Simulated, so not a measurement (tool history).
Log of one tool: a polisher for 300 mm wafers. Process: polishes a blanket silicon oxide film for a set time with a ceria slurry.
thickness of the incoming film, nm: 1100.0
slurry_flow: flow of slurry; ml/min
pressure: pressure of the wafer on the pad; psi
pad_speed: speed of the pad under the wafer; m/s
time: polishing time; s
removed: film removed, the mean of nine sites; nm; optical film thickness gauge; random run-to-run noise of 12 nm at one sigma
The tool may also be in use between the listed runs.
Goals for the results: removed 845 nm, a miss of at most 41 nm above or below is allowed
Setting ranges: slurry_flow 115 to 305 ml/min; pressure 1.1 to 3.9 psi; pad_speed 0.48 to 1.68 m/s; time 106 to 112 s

run 1 hour=0 | slurry_flow=195 pressure=2.5 pad_speed=1.08 time=106 | removed=399.62
run 2 hour=1.2 | slurry_flow=195 pressure=2.9 pad_speed=1.14 time=106 | removed=483.13
run 3 hour=9.1 | slurry_flow=195 pressure=3.2 pad_speed=1.2 time=106 | removed=577.46
run 4 hour=13.8 | slurry_flow=195 pressure=2.6 pad_speed=1.2 time=106 | removed=466.38
run 5 hour=18.3 | slurry_flow=195 pressure=2.6 pad_speed=1 time=106 | removed=389.45
run 6 hour=24.1 | slurry_flow=195 pressure=2.3 pad_speed=1 time=106 | removed=353.74
run 7 hour=26.7 | slurry_flow=195 pressure=2.8 pad_speed=1.12 time=107 | removed=479.5
run 8 hour=29 | slurry_flow=195 pressure=2.8 pad_speed=1.12 time=107 | removed=482.7
run 9 hour=33.5 | slurry_flow=195 pressure=3.5 pad_speed=1.28 time=108 | removed=666.05
run 10 hour=37.5 | slurry_flow=195 pressure=3.6 pad_speed=1.32 time=108 | removed=708.56

5 candidate next runs follow, results not yet known. Just one meets every target within its allowed miss. Identify it.
run A hour=41.5 | slurry_flow=180 pressure=3.3 pad_speed=1.44 time=112 | removed=?
run B hour=41.5 | slurry_flow=225 pressure=3.1 pad_speed=1.14 time=106 | removed=?
run C hour=41.5 | slurry_flow=165 pressure=3 pad_speed=1.3 time=106 | removed=?
run D hour=41.5 | slurry_flow=190 pressure=3.9 pad_speed=1.4 time=111 | removed=?
run E hour=41.5 | slurry_flow=170 pressure=3.4 pad_speed=1.2 time=106 | removed=?

move=A removed=752.42
move=B removed=544.8
move=C removed=585.05
move=D removed=853.75
move=E removed=610.5
A: gains on the last run, yet a result remains outside its allowed miss
B: misses by more than the last run did
C: misses by more than the last run did
D: in spec on every target
E: misses by more than the last run did
D is the move that brings every result within its allowed miss.

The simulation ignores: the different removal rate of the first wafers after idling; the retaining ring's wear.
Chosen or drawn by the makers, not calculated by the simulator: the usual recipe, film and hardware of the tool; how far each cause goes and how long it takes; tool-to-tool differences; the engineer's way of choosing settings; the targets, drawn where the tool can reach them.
